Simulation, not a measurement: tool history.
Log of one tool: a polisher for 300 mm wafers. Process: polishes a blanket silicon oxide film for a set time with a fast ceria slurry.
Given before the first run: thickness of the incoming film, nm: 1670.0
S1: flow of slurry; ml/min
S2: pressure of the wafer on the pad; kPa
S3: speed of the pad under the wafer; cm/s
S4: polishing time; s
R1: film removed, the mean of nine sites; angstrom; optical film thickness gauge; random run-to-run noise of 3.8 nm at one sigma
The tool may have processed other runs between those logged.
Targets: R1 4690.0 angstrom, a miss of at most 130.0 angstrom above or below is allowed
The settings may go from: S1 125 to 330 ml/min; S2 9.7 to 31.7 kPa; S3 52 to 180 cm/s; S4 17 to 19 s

run  hour   S1    S2   S3  S4      R1
  1   0.0  210  20.7  116  19  3954.4
  2   6.4  235  20.7  116  19  4004.5
  3   8.5  205  20.7  116  19  3854.9
  4  12.2  205  20.7  116  17  3495.9
  5  14.6  230  21.4  116  17  3641.2
  6  21.9  230  16.5  116  17  2949.5
  7  26.4  255  22.1  118  17  3796.7
  8  33.2  255  23.4  118  17  3974.9

Consider the 5 candidate settings below. Which is the only one whose results all fall within their allowed miss of target?
  A  40.0  245  27.6  128  18   ?
  B  40.0  245  29.6  122  17   ?
  C  40.0  215  24.8  130  19   ?
  D  40.0  255  24.8  114  18   ?
  E  40.0  285  19.3  150  19   ?

move      R1
   A  5135.2
   B  4956.9
   C  4962.3
   D  4344.0
   E  4732.7
A: takes the result that was furthest off past its target
B: takes the result that was furthest off past its target
C: takes the result that was furthest off past its target
D: closes in on the targets versus the last run, not all within tolerance yet
E: every result within its allowed miss
The right move is E.

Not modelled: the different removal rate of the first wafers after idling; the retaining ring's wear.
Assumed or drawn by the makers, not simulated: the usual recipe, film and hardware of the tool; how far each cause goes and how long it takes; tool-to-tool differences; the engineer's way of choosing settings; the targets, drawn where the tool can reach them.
